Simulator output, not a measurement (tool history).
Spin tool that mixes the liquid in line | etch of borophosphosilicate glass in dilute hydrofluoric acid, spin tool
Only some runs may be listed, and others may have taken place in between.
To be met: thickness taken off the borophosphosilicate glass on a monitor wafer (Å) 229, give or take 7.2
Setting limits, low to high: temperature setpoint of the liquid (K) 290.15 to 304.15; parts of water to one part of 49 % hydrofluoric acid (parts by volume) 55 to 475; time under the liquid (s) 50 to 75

| run | hour | temperature setpoint of the liquid (K) | parts of water to one part of 49 % hydrofluoric acid (parts by volume) | time under the liquid (s) | thickness taken off the borophosphosilicate glass on a monitor wafer (Å) |
|---|---|---|---|---|---|
| 1 | 0 | 296.15 | 265 | 75 | 107.07 |
| 2 | 3.4 | 294.15 | 265 | 75 | 101.21 |
| 3 | 10.1 | 295.65 | 265 | 75 | 106.74 |
| 4 | 16 | 297.15 | 245 | 75 | 123.91 |
| 5 | 18.4 | 297.15 | 245 | 50 | 82.331 |
| 6 | 24.7 | 297.15 | 245 | 75 | 124.09 |
| 7 | 30.8 | 301.15 | 150 | 75 | 263.94 |
| 8 | 39.1 | 300.65 | 150 | 75 | 254.56 |

Which one of the following 4 next-run settings gets every result inside its allowed miss? There is exactly one.
| A | 47.4 | 302.15 | 135 | 70 | ? |
| B | 47.4 | 304.15 | 155 | 75 | ? |
| C | 47.4 | 299.65 | 130 | 70 | ? |
| D | 47.4 | 300.65 | 165 | 75 | ? |

| move | thickness taken off the borophosphosilicate glass on a monitor wafer (Å) |
|---|---|
| A | 287.38 |
| B | 280.75 |
| C | 273.61 |
| D | 229.62 |
A: its largest miss is bigger than the last run's
B: its largest miss is bigger than the last run's
C: its largest miss is bigger than the last run's
D: all results in spec
D meets every target.
